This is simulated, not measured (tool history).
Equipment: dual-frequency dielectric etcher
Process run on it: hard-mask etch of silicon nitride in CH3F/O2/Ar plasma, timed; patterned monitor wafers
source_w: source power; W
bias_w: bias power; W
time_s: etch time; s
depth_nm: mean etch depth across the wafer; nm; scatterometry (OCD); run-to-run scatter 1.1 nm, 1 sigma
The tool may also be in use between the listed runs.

run  hour  source_w  bias_w  time_s  depth_nm
  1     0       420      75     289    221.14
  2     1       420      88     289     235.1
  3     6       460      88     289    242.44
  4   9.9       430      85     289    232.96
  5  18.1       430      73     289    221.03
  6  19.4       430      66     289    213.37
  7  25.2       420      65     289     211.4
  8  27.4       410      64     289    207.18

For run 9, what comes out?
  9  27.9       400      64     289         ?

Run 9 produced depth_nm 204.85 nm.

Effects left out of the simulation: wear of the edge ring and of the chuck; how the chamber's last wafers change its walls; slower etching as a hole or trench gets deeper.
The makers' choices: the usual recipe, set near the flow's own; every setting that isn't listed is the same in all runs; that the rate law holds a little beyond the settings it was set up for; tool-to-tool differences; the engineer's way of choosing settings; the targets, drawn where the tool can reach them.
